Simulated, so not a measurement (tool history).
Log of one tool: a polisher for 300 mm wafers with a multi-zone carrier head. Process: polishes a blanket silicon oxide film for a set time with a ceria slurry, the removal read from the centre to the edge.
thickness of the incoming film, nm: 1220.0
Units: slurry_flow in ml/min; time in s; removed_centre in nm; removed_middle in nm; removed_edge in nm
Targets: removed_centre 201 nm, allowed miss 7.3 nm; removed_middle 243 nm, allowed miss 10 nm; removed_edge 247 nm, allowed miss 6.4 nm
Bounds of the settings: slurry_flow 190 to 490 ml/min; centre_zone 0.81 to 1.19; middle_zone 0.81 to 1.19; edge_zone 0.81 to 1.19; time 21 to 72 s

run  hour  slurry_flow  centre_zone  middle_zone  edge_zone  time  removed_centre  removed_middle  removed_edge
  1     0          315            1            1          1    46          263.99          257.74        270.97
  2   6.4          315            1            1       0.95    46          260.31          257.98        263.26
  3  13.6          285            1            1       0.95    46          255.17          251.47        261.37
  4    20          285            1         1.08       0.95    46          262.61          268.59        257.28
  5  25.4          275         0.96         1.06       0.94    46          248.16          264.31         256.2
  6  26.9          275         1.02         1.06       0.94    46           263.5          262.68        259.93
  7  28.5          260         0.97         1.05       0.95    46          251.94           260.2        256.78
  8  33.9          295         0.93         1.02       0.95    45           236.1          253.67        257.29

Which of these 5 next moves meets every target?
  A  39.3          290         0.89         0.96       0.97    45               ?               ?             ?
  B  39.3          340         1.17         1.06       0.92    42               ?               ?             ?
  C  39.3          395         0.81         1.04       0.92    47               ?               ?             ?
  D  39.3          375         1.01         0.83       0.97    46               ?               ?             ?
  E  39.3          310         0.87         1.09       1.09    41               ?               ?             ?

move  removed_centre  removed_middle  removed_edge
   A          224.04             242        258.71
   B          278.86          245.11        238.15
   C           217.6          273.48        268.48
   D           264.8          226.76        268.27
   E          200.66          243.16        247.75
A: nearer than the last run, and not there yet
B: further off than the last run
C: nearer than the last run, and not there yet
D: further off than the last run
E: meets every target
Move E is the one to make.

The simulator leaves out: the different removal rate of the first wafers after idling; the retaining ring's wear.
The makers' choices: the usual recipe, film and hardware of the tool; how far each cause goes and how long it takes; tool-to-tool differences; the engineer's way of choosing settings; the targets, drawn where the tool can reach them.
